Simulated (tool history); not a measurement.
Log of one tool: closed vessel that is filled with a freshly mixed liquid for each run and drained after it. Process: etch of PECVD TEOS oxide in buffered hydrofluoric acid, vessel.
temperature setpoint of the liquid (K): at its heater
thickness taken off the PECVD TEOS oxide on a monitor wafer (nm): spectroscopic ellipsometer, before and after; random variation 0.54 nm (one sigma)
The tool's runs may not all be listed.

run  hour  temperature setpoint of the liquid (K)  parts of 40 % ammonium fluoride to one part of 49 % hydrofluoric acid (parts by volume)  time in the liquid (s)  thickness taken off the PECVD TEOS oxide on a monitor wafer (nm)
  1     0                                  295.15                                                                                     20.5                     100                                                            80.519
  2   8.2                                  295.15                                                                                       15                     100                                                            106.87
  3  16.3                                  294.15                                                                                       17                     100                                                            89.312
  4  22.3                                  294.15                                                                                       17                     100                                                            89.095
  5  26.4                                  293.15                                                                                       18                     100                                                            80.418
  6    33                                  292.65                                                                                       19                     100                                                            74.105
  7  37.1                                  292.15                                                                                     19.5                     100                                                            70.772
  8  38.8                                  292.15                                                                                     19.5                     100                                                            69.285
  9  42.1                                  291.65                                                                                       20                     100                                                            66.593

Run 10 comes next. What will it give?
 10    49                                  291.15                                                                                     20.5                     100                                                                 ?

Run 10 gave thickness taken off the PECVD TEOS oxide on a monitor wafer (nm) 63.746.

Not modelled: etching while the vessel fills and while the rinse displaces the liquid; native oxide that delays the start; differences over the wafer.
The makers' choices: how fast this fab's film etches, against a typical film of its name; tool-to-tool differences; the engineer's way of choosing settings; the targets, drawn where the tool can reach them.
